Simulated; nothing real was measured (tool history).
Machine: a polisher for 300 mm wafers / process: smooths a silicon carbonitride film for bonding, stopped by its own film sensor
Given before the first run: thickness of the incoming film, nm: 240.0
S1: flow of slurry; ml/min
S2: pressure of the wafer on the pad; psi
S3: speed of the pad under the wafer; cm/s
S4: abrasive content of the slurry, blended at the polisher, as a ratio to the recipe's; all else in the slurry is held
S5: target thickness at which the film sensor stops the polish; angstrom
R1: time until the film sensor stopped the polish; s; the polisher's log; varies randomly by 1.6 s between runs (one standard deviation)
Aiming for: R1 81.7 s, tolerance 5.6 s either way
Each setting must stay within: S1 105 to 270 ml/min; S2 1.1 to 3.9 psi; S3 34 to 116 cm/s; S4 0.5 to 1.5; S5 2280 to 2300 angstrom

Run 1, day 0: S1 175 ml/min, S2 2.5 psi, S3 74 cm/s, S4 1, S5 2280 angstrom. Result: R1 54.25 s.
Run 2, day 0.096: S1 175 ml/min, S2 2.4 psi, S3 74 cm/s, S4 1, S5 2280 angstrom. Result: R1 55.697 s.
Run 3, day 0.317: S1 190 ml/min, S2 2.4 psi, S3 74 cm/s, S4 1, S5 2280 angstrom. Result: R1 57.099 s.
Run 4, day 0.638: S1 210 ml/min, S2 2.4 psi, S3 74 cm/s, S4 1, S5 2280 angstrom. Result: R1 54.386 s.
Run 5, day 0.671: S1 210 ml/min, S2 2.3 psi, S3 74 cm/s, S4 1, S5 2280 angstrom. Result: R1 58.185 s.
Run 6, day 0.725: S1 210 ml/min, S2 2.2 psi, S3 74 cm/s, S4 1, S5 2280 angstrom. Result: R1 57.98 s.
Run 7, day 0.858: S1 210 ml/min, S2 1.5 psi, S3 66 cm/s, S4 1, S5 2280 angstrom. Result: R1 90.633 s.
Run 8, day 1.208: S1 210 ml/min, S2 1.6 psi, S3 66 cm/s, S4 1, S5 2280 angstrom. Result: R1 88.592 s.

4 candidate next runs follow, results not yet known. Just one meets every target within its allowed miss. Identify it.
Run A, day 1.558: S1 210 ml/min, S2 1.7 psi, S3 78 cm/s, S4 0.95, S5 2290 angstrom. Result: R1 ?.
Run B, day 1.558: S1 255 ml/min, S2 1.6 psi, S3 60 cm/s, S4 0.9, S5 2280 angstrom. Result: R1 ?.
Run C, day 1.558: S1 210 ml/min, S2 1.8 psi, S3 50 cm/s, S4 0.75, S5 2300 angstrom. Result: R1 ?.
Run D, day 1.558: S1 205 ml/min, S2 1.4 psi, S3 74 cm/s, S4 1.05, S5 2290 angstrom. Result: R1 ?.

move      R1
   A  69.496
   B  96.134
   C  91.923
   D  82.216
A: moves the result that the last run missed by most past its target, out the other side
B: the biggest miss grows against the last run
C: the biggest miss grows against the last run
D: hits every target within its allowed miss
The move that meets every target is D.
